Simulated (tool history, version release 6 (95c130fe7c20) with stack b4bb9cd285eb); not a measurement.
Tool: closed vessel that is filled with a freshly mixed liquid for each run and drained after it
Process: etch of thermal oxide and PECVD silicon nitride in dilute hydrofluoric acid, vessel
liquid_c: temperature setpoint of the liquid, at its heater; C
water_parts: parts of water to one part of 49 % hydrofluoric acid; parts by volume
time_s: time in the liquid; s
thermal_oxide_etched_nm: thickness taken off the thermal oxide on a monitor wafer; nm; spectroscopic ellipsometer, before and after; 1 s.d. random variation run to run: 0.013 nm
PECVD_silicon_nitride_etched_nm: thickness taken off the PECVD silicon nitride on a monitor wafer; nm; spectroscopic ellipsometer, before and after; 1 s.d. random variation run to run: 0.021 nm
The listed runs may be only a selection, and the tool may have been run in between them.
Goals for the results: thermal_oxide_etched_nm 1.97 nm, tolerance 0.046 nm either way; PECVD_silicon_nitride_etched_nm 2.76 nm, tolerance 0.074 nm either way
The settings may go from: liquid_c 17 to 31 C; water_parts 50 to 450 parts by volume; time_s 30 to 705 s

run	hour	liquid_c	water_parts	time_s	thermal_oxide_etched_nm	PECVD_silicon_nitride_etched_nm
1	0	23	250	360	4.9702	6.4504
2	1.7	23	250	300	4.1284	5.416
3	5.8	20	250	300	3.686	4.4485
4	11.2	20	250	365	4.4746	5.4447
5	18.3	19.5	290	370	3.6823	4.6147
# hour 26.2: thermometer replaced
6	26.2	19	320	370	3.3895	4.4856
7	33.8	18.5	335	350	2.9729	3.8742
8	36.8	18.5	435	360	2.1654	3.1765
9	45.3	18.5	435	360	2.1797	3.0974
10	54.2	18	440	360	2.1126	3.0608
11	58.1	18	440	355	2.0718	2.9625
12	61.3	17.5	440	355	2.0553	2.9059

Consider the 5 candidate settings below. Which is the only one whose results all fall within their allowed miss of target?
A	64.5	17	450	360	?	?
B	64.5	18	445	350	?	?
C	64.5	20.5	405	295	?	?
D	64.5	18	410	335	?	?
E	64.5	19.5	450	335	?	?

move	thermal_oxide_etched_nm	PECVD_silicon_nitride_etched_nm
A	1.9809	2.8105
B	2.0248	2.9397
C	2.1112	3.1644
D	2.1615	3.0411
E	2.0104	3.0541
A: every result within its allowed miss
B: the biggest miss grows against the last run
C: the biggest miss grows against the last run
D: the biggest miss grows against the last run
E: the biggest miss grows against the last run
Correct choice: A, which meets every target

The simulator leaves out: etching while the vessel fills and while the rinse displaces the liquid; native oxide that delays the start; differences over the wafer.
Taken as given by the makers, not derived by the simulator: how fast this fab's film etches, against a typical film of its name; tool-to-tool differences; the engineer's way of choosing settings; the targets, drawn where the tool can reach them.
